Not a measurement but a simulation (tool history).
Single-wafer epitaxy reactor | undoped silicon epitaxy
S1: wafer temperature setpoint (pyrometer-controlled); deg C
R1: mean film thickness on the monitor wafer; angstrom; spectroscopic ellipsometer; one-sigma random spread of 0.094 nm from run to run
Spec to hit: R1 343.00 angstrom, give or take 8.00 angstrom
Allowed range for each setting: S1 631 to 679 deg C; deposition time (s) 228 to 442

{"run": 1, "hour": 0.0, "S1": 655, "deposition time (s)": 335, "R1": 616.31}
{"run": 2, "hour": 3.0, "S1": 647, "deposition time (s)": 335, "R1": 503.37}
{"run": 3, "hour": 4.4, "S1": 644, "deposition time (s)": 335, "R1": 468.7}
{"run": 4, "hour": 5.7, "S1": 644, "deposition time (s)": 359, "R1": 504.46}
{"run": 5, "hour": 9.8, "S1": 642, "deposition time (s)": 355, "R1": 472.84}
{"run": 6, "hour": 10.3, "S1": 650, "deposition time (s)": 355, "R1": 578.08}
{"run": 7, "hour": 18.8, "S1": 647, "deposition time (s)": 352, "R1": 530.93}
{"run": 8, "hour": 23.3, "S1": 644, "deposition time (s)": 349, "R1": 488.56}

Which of these 4 next moves meets every target?
{"run": "A", "hour": 27.8, "S1": 654, "deposition time (s)": 400, "R1": "?"}
{"run": "B", "hour": 27.8, "S1": 633, "deposition time (s)": 324, "R1": "?"}
{"run": "C", "hour": 27.8, "S1": 654, "deposition time (s)": 358, "R1": "?"}
{"run": "D", "hour": 27.8, "S1": 649, "deposition time (s)": 389, "R1": "?"}

move=A R1=718.68
move=B R1=342.31
move=C R1=643.22
move=D R1=617.46
A: the biggest miss grows against the last run
B: all results in spec
C: the biggest miss grows against the last run
D: the biggest miss grows against the last run
Answer: B

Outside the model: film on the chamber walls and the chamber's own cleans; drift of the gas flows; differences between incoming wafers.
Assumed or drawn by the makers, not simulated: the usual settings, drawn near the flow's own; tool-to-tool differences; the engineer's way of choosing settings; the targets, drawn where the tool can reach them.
